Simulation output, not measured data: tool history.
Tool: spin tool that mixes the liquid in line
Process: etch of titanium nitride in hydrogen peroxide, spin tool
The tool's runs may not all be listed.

| run | hour | temperature setpoint of the liquid (C) | concentration of hydrogen peroxide in the mixed liquid (% by weight) | time under the liquid (s) | thickness taken off the titanium nitride on a monitor wafer (Å) |
|---|---|---|---|---|---|
| 1 | 0 | 44 | 22 | 90 | 16.321 |
| 2 | 3.1 | 48 | 22 | 90 | 21.753 |
| 3 | 5.7 | 51 | 22 | 90 | 27.274 |
| 4 | 12.3 | 53 | 22 | 90 | 31.534 |
| 5 | 16.6 | 53 | 22 | 70 | 24.68 |
| 6 | 21.6 | 55 | 23 | 75 | 30.837 |
| 7 | 27.9 | 56.5 | 23 | 75 | 34.376 |

Estimate the outcome of run 8 from the log above:
| 8 | 33.3 | 57.5 | 23 | 75 | ? |

thickness taken off the titanium nitride on a monitor wafer (Å): 36.424
